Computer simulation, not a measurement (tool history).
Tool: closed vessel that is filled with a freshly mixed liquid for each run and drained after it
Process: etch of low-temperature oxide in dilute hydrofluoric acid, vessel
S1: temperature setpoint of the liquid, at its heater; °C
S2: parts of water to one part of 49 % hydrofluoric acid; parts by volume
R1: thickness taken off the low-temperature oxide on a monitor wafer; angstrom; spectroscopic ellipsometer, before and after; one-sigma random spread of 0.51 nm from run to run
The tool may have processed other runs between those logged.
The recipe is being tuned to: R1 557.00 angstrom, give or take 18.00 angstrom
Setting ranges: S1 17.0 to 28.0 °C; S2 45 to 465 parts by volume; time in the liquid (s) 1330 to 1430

Run 1, hour 0.0: S1 20.0 °C, S2 255 parts by volume, time in the liquid (s) 1330. Result: R1 458.14 angstrom.
Run 2, hour 7.7: S1 17.5 °C, S2 255 parts by volume, time in the liquid (s) 1330. Result: R1 414.66 angstrom.
Run 3, hour 13.2: S1 19.5 °C, S2 255 parts by volume, time in the liquid (s) 1330. Result: R1 450.42 angstrom.
Run 4, hour 19.8: S1 21.0 °C, S2 255 parts by volume, time in the liquid (s) 1330. Result: R1 475.27 angstrom.
Run 5, hour 22.6: S1 17.5 °C, S2 255 parts by volume, time in the liquid (s) 1330. Result: R1 419.26 angstrom.
Run 6, hour 24.0: S1 17.5 °C, S2 255 parts by volume, time in the liquid (s) 1430. Result: R1 446.72 angstrom.
Run 7, hour 31.6: S1 19.0 °C, S2 255 parts by volume, time in the liquid (s) 1430. Result: R1 474.54 angstrom.
Run 8, hour 40.1: S1 20.0 °C, S2 255 parts by volume, time in the liquid (s) 1430. Result: R1 490.97 angstrom.
Run 9, hour 43.2: S1 21.0 °C, S2 255 parts by volume, time in the liquid (s) 1430. Result: R1 517.66 angstrom.

Exactly one of the 4 candidate moves below puts every result within its allowed miss. Which one?
Run A, hour 46.3: S1 23.5 °C, S2 290 parts by volume, time in the liquid (s) 1375. Result: R1 ?.
Run B, hour 46.3: S1 17.5 °C, S2 240 parts by volume, time in the liquid (s) 1330. Result: R1 ?.
Run C, hour 46.3: S1 20.5 °C, S2 265 parts by volume, time in the liquid (s) 1415. Result: R1 ?.
Run D, hour 46.3: S1 21.0 °C, S2 240 parts by volume, time in the liquid (s) 1430. Result: R1 ?.

move      R1
   A  459.74
   B  450.89
   C  475.83
   D  553.88
A: the biggest miss grows against the last run
B: the biggest miss grows against the last run
C: the biggest miss grows against the last run
D: all results in spec
The move that meets every target is D.
